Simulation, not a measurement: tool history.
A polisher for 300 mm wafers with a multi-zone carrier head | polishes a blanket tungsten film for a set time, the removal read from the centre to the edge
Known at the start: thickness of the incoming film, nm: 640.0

run  hour  flow of slurry (ml/min)  pressure of the head's centre zone  pressure of the head's middle zone  pressure of the head's edge zone  abrasive content of the slurry  polishing time (s)  film removed at the wafer's centre (Å)  film removed at mid-radius (Å)  film removed at the wafer's edge (Å)
  1   0.0                      245                                1.00                                1.00                              1.00                             1.0                  54                                  1936.3                          2014.7                                2081.7
  2   7.0                      295                                1.00                                1.00                              1.00                             1.0                  54                                  1988.9                          2131.3                                2138.6
  3  12.4                      295                                1.00                                1.00                              1.00                             1.2                  54                                  2082.0                          2168.1                                2213.2
  4  18.6                      300                                0.98                                1.01                              1.00                             1.2                  54                                  1984.5                          2184.2                                2186.6
  5  26.7                      305                                0.97                                1.02                              1.00                             1.2                  54                                  2032.3                          2197.0                                2172.7
  6  30.8                      310                                0.94                                1.03                              1.02                             1.2                  54                                  1936.0                          2214.8                                2183.5
  7  36.9                      315                                0.93                                1.04                              1.03                             1.2                  54                                  1952.7                          2269.2                                2206.7

Forecast run 8:
  8  45.0                      315                                0.92                                1.04                              1.03                             1.2                  54                                       ?                               ?                                     ?

film removed at the wafer's centre (Å): 1861.1
film removed at mid-radius (Å): 2247.1
film removed at the wafer's edge (Å): 2215.2
